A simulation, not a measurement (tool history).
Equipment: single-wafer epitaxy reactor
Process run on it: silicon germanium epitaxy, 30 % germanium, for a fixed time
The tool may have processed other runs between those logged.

run,hour,wafer temperature setpoint (pyrometer-controlled) (deg C),chamber pressure (Pa),mean film thickness on the monitor wafer (nm)
1,0.0,585,3146,50.105
2,0.8,581,3120,45.987
3,7.4,587,3120,52.174
4,15.4,591,3120,56.810
5,21.1,586,3093,50.790
6,23.5,586,3386,52.866

Run 7 comes next. What will it give?
7,29.8,582,3360,?

mean film thickness on the monitor wafer (nm): 48.034

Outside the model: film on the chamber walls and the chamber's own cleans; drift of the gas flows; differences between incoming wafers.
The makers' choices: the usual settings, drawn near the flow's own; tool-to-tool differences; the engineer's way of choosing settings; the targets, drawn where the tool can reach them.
